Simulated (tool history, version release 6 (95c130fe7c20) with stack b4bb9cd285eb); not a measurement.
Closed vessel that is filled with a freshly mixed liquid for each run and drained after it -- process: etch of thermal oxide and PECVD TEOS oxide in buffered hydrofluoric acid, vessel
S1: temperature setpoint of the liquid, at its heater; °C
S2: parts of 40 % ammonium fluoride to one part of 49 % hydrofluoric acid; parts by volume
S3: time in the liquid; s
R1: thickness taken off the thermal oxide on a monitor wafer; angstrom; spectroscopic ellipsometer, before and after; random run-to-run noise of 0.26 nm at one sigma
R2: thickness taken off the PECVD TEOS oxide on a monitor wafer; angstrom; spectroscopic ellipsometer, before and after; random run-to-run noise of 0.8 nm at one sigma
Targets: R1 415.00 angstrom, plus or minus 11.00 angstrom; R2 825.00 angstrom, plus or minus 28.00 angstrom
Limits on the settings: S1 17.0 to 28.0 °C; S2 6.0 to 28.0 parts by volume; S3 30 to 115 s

run,hour,S1,S2,S3,R1,R2
1,0.0,20.0,17.0,60,311.14,612.79
2,6.8,20.0,17.0,35,181.53,355.49
3,15.6,20.0,17.0,55,284.54,569.23
4,23.8,20.0,19.0,55,258.29,502.50
5,30.6,21.5,19.0,55,276.71,551.26
6,35.1,21.5,21.0,55,259.03,508.04
7,42.7,22.5,20.5,55,279.12,550.46
8,45.8,23.5,20.5,55,294.47,588.49
# hour 50.6: hydrofluoric acid flow meter replaced
9,50.6,24.0,20.0,55,322.08,640.50
10,59.7,24.5,20.0,55,327.31,651.17

Consider the 4 candidate settings below. Which is the only one whose results all fall within their allowed miss of target?
A,68.8,22.0,20.0,80,?,?
B,68.8,25.0,13.0,40,?,?
C,68.8,28.0,11.0,35,?,?
D,68.8,22.5,9.5,40,?,?

move,R1,R2
A,420.39,825.38
B,378.55,743.23
C,458.07,899.34
D,440.60,865.05
A: every result within its allowed miss
B: moves toward the targets from the last run without getting all of them in spec
C: takes the biggest miss from the last run beyond its target
D: takes the biggest miss from the last run beyond its target
The move that meets every target is A.
